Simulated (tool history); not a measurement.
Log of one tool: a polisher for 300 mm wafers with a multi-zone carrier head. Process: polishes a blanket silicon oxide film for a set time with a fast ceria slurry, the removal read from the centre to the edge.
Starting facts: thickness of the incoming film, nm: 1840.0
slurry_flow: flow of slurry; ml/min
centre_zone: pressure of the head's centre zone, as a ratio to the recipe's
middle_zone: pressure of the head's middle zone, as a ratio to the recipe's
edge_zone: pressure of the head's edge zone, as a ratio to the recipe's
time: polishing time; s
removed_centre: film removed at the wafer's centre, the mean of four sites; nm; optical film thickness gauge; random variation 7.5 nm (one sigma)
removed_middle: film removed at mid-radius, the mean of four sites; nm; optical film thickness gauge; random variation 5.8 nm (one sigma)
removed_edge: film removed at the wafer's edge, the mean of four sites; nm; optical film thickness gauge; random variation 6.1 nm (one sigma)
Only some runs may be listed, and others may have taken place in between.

{"run": 1, "day": 0.0, "slurry_flow": 165, "centre_zone": 1, "middle_zone": 1, "edge_zone": 1, "time": 48, "removed_centre": 591.67, "removed_middle": 612.05, "removed_edge": 602.66}
{"run": 2, "day": 0.271, "slurry_flow": 125, "centre_zone": 1, "middle_zone": 1, "edge_zone": 1, "time": 48, "removed_centre": 554.94, "removed_middle": 581.04, "removed_edge": 581.23}
{"run": 3, "day": 0.417, "slurry_flow": 105, "centre_zone": 1, "middle_zone": 1, "edge_zone": 1, "time": 48, "removed_centre": 521.25, "removed_middle": 546.38, "removed_edge": 562.78}
{"run": 4, "day": 0.788, "slurry_flow": 105, "centre_zone": 1.01, "middle_zone": 0.99, "edge_zone": 0.98, "time": 47, "removed_centre": 508.07, "removed_middle": 522.89, "removed_edge": 534.44}
{"run": 5, "day": 0.883, "slurry_flow": 105, "centre_zone": 1.02, "middle_zone": 0.99, "edge_zone": 0.97, "time": 47, "removed_centre": 525.64, "removed_middle": 527.71, "removed_edge": 548.73}
{"run": 6, "day": 1.071, "slurry_flow": 105, "centre_zone": 1.06, "middle_zone": 0.99, "edge_zone": 0.97, "time": 47, "removed_centre": 531.82, "removed_middle": 540.33, "removed_edge": 546.63}

Expected results for the next run?
{"run": 7, "day": 1.121, "slurry_flow": 105, "centre_zone": 1.06, "middle_zone": 0.99, "edge_zone": 0.95, "time": 47, "removed_centre": "?", "removed_middle": "?", "removed_edge": "?"}

removed_centre: 550.28 nm
removed_middle: 534.31 nm
removed_edge: 527.31 nm
